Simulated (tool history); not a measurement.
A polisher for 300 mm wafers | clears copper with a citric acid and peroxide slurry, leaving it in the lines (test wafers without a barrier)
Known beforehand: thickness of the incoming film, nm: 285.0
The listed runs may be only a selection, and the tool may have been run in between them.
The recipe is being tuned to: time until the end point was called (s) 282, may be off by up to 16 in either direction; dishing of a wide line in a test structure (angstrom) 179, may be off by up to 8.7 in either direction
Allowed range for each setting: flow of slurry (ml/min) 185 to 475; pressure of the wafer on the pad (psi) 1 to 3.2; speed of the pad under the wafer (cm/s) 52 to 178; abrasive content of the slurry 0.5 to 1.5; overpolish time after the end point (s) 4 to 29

run  hour  flow of slurry (ml/min)  pressure of the wafer on the pad (psi)  speed of the pad under the wafer (cm/s)  abrasive content of the slurry  overpolish time after the end point (s)  time until the end point was called (s)  dishing of a wide line in a test structure (angstrom)
  1     0                      305                                     2.1                                      114                               1                                       15                                   164.91                                                 182.74
  2     9                      305                                     1.8                                      112                               1                                       17                                   189.05                                                 174.88
  3    18                      305                                     1.6                                      110                               1                                       19                                    216.4                                                 178.93
  4  25.8                      305                                     1.5                                      110                               1                                       20                                   221.59                                                 177.89
  5  32.9                      305                                     1.5                                      120                               1                                       20                                   201.92                                                 190.34
  6  39.9                      305                                     1.5                                      120                               1                                       17                                    209.4                                                 164.33
  7  43.8                      305                                     1.4                                      118                               1                                       19                                   219.74                                                 176.01
  8  50.3                      305                                     1.3                                      116                               1                                       20                                   235.41                                                    171
  9  51.2                      305                                     1.2                                      114                               1                                       21                                   250.08                                                  170.3
 10  56.9                      305                                     1.2                                      114                               1                                       21                                   255.74                                                  168.2
 11  63.4                      305                                     1.1                                      114                               1                                       22                                      266                                                 163.55
 12  68.5                      305                                     1.1                                      114                               1                                       23                                   266.65                                                 170.17

Next run, 4 choices. One meets every target within its allowed miss, the rest don't. Which?
  A  73.6                      270                                     1.1                                      128                             1.1                                       22                                        ?                                                      ?
  B  73.6                      375                                       1                                      116                            1.05                                       25                                        ?                                                      ?
  C  73.6                      320                                     1.4                                      110                            0.75                                       22                                        ?                                                      ?
  D  73.6                      405                                     1.3                                      118                             0.8                                       22                                        ?                                                      ?

move  time until the end point was called (s)  dishing of a wide line in a test structure (angstrom)
   A                                   244.78                                                 176.47
   B                                   278.61                                                  175.8
   C                                   244.36                                                 177.99
   D                                    236.1                                                 183.31
A: gets the furthest-off result to its target, but another result is out of tolerance
B: meets every target
C: gets the furthest-off result to its target, but another result is out of tolerance
D: gets the furthest-off result to its target, but another result is out of tolerance
Go with B: it meets all targets.
